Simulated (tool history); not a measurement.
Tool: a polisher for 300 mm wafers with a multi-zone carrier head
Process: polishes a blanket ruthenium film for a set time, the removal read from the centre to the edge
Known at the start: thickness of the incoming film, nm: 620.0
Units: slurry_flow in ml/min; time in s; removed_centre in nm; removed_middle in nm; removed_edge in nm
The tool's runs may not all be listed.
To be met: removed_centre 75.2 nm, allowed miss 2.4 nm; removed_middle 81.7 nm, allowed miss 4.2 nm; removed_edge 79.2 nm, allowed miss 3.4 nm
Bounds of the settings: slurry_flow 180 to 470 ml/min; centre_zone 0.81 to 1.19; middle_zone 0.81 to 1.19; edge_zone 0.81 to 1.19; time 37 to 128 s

run	day	slurry_flow	centre_zone	middle_zone	edge_zone	time	removed_centre	removed_middle	removed_edge
1	0	300	1	1	1	82	134.12	129.49	131.23
2	0.062	300	1	1.06	1	82	134.42	132.22	134.07
3	0.242	300	1	1.06	1	95	151.05	154.49	148.76
4	0.308	365	1	1.06	1	95	156.78	157.11	151.44
5	0.562	365	0.96	1.07	0.95	75	119.83	121.95	120.98
6	0.654	365	0.96	1.07	0.88	75	121.41	125.95	115.93
7	0.975	365	0.93	1.07	0.86	63	98.535	104.25	98.037
8	1.142	355	0.91	1.05	0.84	58	89.341	93.677	86.371
9	1.246	285	0.81	0.97	0.89	56	75.489	85.464	86.567

5 next moves are on the table. One of them brings every result within its allowed miss. Which?
A	1.35	250	0.86	1	0.84	54	?	?	?
B	1.35	305	0.81	0.98	0.95	56	?	?	?
C	1.35	255	0.92	1.03	0.81	54	?	?	?
D	1.35	305	0.81	0.92	1.09	56	?	?	?
E	1.35	290	0.81	0.85	1.05	59	?	?	?

move	removed_centre	removed_middle	removed_edge
A	75.624	82.467	78.17
B	76.625	86.142	87.327
C	80.223	84.683	77.052
D	76.594	81.848	93.449
E	80.175	80.54	96.32
A: meets every target
B: further off than the last run
C: brings the result that was furthest off to its target, and leaves another outside
D: further off than the last run
E: further off than the last run
Answer: A
